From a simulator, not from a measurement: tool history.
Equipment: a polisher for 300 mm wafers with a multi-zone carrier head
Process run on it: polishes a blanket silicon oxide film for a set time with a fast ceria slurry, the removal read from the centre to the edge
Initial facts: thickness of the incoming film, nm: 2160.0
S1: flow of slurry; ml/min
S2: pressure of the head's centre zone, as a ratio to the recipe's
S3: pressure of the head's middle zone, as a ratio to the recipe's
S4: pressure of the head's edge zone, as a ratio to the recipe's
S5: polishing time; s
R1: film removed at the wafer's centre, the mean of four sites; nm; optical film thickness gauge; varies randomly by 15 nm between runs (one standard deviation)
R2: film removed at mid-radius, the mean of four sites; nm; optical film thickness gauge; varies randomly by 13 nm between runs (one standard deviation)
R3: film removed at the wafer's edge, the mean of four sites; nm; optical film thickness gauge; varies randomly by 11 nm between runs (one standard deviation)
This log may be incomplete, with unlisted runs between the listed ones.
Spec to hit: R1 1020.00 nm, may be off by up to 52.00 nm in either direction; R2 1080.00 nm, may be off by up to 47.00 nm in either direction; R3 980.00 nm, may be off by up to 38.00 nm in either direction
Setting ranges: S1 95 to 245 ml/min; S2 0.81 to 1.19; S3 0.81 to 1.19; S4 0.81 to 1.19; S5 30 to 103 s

run,day,S1,S2,S3,S4,S5,R1,R2,R3
1,0.000,155,1.00,1.00,1.00,66,876.57,813.76,802.05
2,0.308,165,1.00,1.04,1.03,68,921.78,864.47,834.20
3,0.638,170,0.98,1.07,1.04,71,969.12,939.51,888.82
4,0.792,170,0.98,1.07,1.04,64,851.60,830.44,810.15
5,0.912,170,0.98,0.99,1.04,64,847.53,798.88,809.77
6,1.217,180,0.96,1.04,1.05,67,883.75,865.30,853.27
7,1.308,185,0.95,1.08,1.06,69,909.70,913.15,873.14
8,1.408,190,0.94,1.10,1.07,71,963.74,973.68,926.36
9,1.696,195,0.93,1.12,1.08,71,929.44,975.00,935.33
10,1.754,195,0.93,1.12,1.08,71,909.19,981.28,940.80
11,2.021,200,0.95,1.14,1.08,72,952.42,1001.10,959.08

Pick the move, out of 5, that brings all results within their allowed miss; only one does.
A,2.288,245,0.98,0.97,1.19,72,?,?,?
B,2.288,225,0.91,1.12,1.19,70,?,?,?
C,2.288,185,1.00,1.17,0.91,75,?,?,?
D,2.288,190,0.93,1.13,1.02,78,?,?,?
E,2.288,195,0.83,1.19,1.07,73,?,?,?

move,R1,R2,R3
A,1049.40,944.45,997.38
B,936.49,986.22,960.48
C,1067.70,1052.90,911.33
D,1037.40,1077.70,990.26
E,870.47,1045.00,945.75
A: further off than the last run
B: further off than the last run
C: corrects the largest miss of the last run, while another result sits out of spec
D: all results in spec
E: corrects the largest miss of the last run, while another result sits out of spec
So the answer is move D, the one that meets all the targets.
